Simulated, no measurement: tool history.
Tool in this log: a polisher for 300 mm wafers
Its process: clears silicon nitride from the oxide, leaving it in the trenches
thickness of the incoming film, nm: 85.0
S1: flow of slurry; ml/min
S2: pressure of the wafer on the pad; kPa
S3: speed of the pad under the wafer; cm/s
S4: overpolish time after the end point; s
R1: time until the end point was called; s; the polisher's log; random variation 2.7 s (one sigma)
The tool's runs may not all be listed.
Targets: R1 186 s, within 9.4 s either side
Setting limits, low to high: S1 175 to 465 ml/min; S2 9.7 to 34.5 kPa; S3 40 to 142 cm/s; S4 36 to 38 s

run 1 hour=0 | S1=295 S2=22.1 S3=90 S4=36 | R1=122.46
run 2 hour=7.1 | S1=350 S2=22.1 S3=90 S4=36 | R1=121.59
run 3 hour=13 | S1=350 S2=20.7 S3=90 S4=36 | R1=125.4
run 4 hour=19.6 | S1=350 S2=20.7 S3=110 S4=36 | R1=103.86
run 5 hour=22.6 | S1=305 S2=20.7 S3=110 S4=36 | R1=105.76
run 6 hour=26.3 | S1=305 S2=18.6 S3=108 S4=36 | R1=120.2
run 7 hour=32.4 | S1=305 S2=17.2 S3=108 S4=36 | R1=127.19
run 8 hour=40.7 | S1=305 S2=15.9 S3=108 S4=36 | R1=141.32
run 9 hour=49.7 | S1=305 S2=10.3 S3=106 S4=36 | R1=204.22
run 10 hour=50.7 | S1=305 S2=11 S3=106 S4=36 | R1=197.91

Of the 5 settings listed for the next run, only one would bring every result within its allowed miss of target. Which one?
run A hour=51.7 | S1=240 S2=16.5 S3=66 S4=38 | R1=?
run B hour=51.7 | S1=435 S2=9.7 S3=112 S4=38 | R1=?
run C hour=51.7 | S1=260 S2=9.7 S3=114 S4=38 | R1=?
run D hour=51.7 | S1=345 S2=17.2 S3=74 S4=38 | R1=?
run E hour=51.7 | S1=335 S2=11 S3=98 S4=36 | R1=?

move=A R1=221.02
move=B R1=209.04
move=C R1=214.92
move=D R1=183.34
move=E R1=214.21
A: further off than the last run
B: further off than the last run
C: further off than the last run
D: in spec on every target
E: further off than the last run
So the answer is move D, the one that meets all the targets.

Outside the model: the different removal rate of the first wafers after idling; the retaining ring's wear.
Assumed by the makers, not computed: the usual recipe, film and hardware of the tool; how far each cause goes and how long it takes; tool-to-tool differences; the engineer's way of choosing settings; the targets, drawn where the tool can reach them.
